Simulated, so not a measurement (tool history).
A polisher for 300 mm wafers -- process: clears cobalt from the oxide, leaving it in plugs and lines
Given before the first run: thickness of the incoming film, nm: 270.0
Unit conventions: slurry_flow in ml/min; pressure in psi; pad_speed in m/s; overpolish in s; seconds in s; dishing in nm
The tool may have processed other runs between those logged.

| run | hour | slurry_flow | pressure | pad_speed | overpolish | seconds | dishing |
|---|---|---|---|---|---|---|---|
| 1 | 0.0 | 290 | 1.7 | 1.20 | 13 | 55.888 | 34.3410 |
| 2 | 0.9 | 285 | 1.5 | 1.18 | 10 | 64.404 | 26.7060 |
| 3 | 2.6 | 255 | 1.3 | 1.22 | 8 | 73.103 | 20.6090 |
| 4 | 3.3 | 255 | 1.3 | 1.42 | 8 | 61.298 | 23.6750 |
| 5 | 9.7 | 220 | 1.3 | 1.42 | 8 | 64.030 | 23.1540 |
| 6 | 10.5 | 245 | 1.2 | 1.38 | 7 | 70.536 | 19.8930 |
| 7 | 12.0 | 280 | 1.1 | 1.38 | 6 | 75.932 | 16.1190 |
| 8 | 19.5 | 315 | 1.1 | 1.40 | 5 | 74.504 | 14.1840 |
| 9 | 25.2 | 395 | 0.9 | 1.40 | 4 | 88.733 | 10.1020 |
| 10 | 28.3 | 395 | 1.0 | 1.42 | 4 | 78.198 | 10.9420 |
| 11 | 32.2 | 395 | 0.9 | 1.42 | 4 | 84.437 | 9.8943 |
| 12 | 36.7 | 390 | 0.9 | 1.42 | 4 | 84.812 | 10.2650 |
| 13 | 42.0 | 385 | 0.9 | 1.42 | 4 | 85.040 | 9.9561 |
| 14 | 49.9 | 385 | 1.0 | 1.42 | 5 | 78.105 | 13.9040 |
| 15 | 54.5 | 385 | 0.8 | 1.54 | 4 | 88.427 | 10.4290 |

Run 16 is up next; what results do you expect?
| 16 | 63.1 | 390 | 0.8 | 1.54 | 4 | ? | ? |

Run 16 produced seconds 90.701 s, dishing 9.8313 nm.

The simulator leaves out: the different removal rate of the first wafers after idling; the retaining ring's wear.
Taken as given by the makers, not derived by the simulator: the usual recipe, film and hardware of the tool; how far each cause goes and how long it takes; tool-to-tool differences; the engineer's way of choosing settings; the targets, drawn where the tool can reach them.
